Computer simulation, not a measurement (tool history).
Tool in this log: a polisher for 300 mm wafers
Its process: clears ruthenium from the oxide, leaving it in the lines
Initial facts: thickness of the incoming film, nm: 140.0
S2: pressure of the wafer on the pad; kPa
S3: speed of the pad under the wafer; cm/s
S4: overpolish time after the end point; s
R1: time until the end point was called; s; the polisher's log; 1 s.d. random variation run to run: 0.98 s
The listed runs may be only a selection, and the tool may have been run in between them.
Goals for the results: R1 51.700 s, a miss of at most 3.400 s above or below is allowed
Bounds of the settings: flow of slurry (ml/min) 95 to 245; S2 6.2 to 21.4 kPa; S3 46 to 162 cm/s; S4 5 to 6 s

run 1 day=0.000 | flow_of_slurry_(ml/min)=155 S2=13.8 S3=104 S4=6 | R1=90.828
run 2 day=0.221 | flow_of_slurry_(ml/min)=155 S2=14.5 S3=106 S4=6 | R1=88.351
run 3 day=0.283 | flow_of_slurry_(ml/min)=155 S2=14.5 S3=106 S4=6 | R1=91.133
run 4 day=0.512 | flow_of_slurry_(ml/min)=170 S2=14.5 S3=106 S4=6 | R1=89.327
run 5 day=0.804 | flow_of_slurry_(ml/min)=170 S2=14.5 S3=106 S4=5 | R1=89.766
run 6 day=0.862 | flow_of_slurry_(ml/min)=170 S2=15.9 S3=106 S4=5 | R1=82.998
run 7 day=0.950 | flow_of_slurry_(ml/min)=170 S2=16.5 S3=110 S4=5 | R1=77.528
run 8 day=1.004 | flow_of_slurry_(ml/min)=170 S2=17.2 S3=114 S4=5 | R1=72.262
run 9 day=1.304 | flow_of_slurry_(ml/min)=170 S2=17.9 S3=116 S4=5 | R1=69.498
run 10 day=1.392 | flow_of_slurry_(ml/min)=170 S2=18.6 S3=118 S4=5 | R1=68.333
run 11 day=1.612 | flow_of_slurry_(ml/min)=170 S2=19.3 S3=122 S4=5 | R1=62.109
run 12 day=1.688 | flow_of_slurry_(ml/min)=170 S2=19.3 S3=124 S4=5 | R1=64.108
run 13 day=1.821 | flow_of_slurry_(ml/min)=170 S2=19.3 S3=124 S4=5 | R1=61.438
run 14 day=1.954 | flow_of_slurry_(ml/min)=170 S2=21.4 S3=128 S4=5 | R1=55.705
run 15 day=2.325 | flow_of_slurry_(ml/min)=170 S2=21.4 S3=130 S4=5 | R1=55.423

Exactly one of the 4 candidate moves below puts every result within its allowed miss. Which one?
run A day=2.696 | flow_of_slurry_(ml/min)=185 S2=21.4 S3=136 S4=6 | R1=?
run B day=2.696 | flow_of_slurry_(ml/min)=145 S2=18.6 S3=142 S4=5 | R1=?
run C day=2.696 | flow_of_slurry_(ml/min)=160 S2=21.4 S3=118 S4=5 | R1=?
run D day=2.696 | flow_of_slurry_(ml/min)=230 S2=21.4 S3=114 S4=6 | R1=?

move=A R1=53.389
move=B R1=59.740
move=C R1=61.997
move=D R1=60.544
A: in spec on every target
B: its largest miss is bigger than the last run's
C: its largest miss is bigger than the last run's
D: its largest miss is bigger than the last run's
Answer: A

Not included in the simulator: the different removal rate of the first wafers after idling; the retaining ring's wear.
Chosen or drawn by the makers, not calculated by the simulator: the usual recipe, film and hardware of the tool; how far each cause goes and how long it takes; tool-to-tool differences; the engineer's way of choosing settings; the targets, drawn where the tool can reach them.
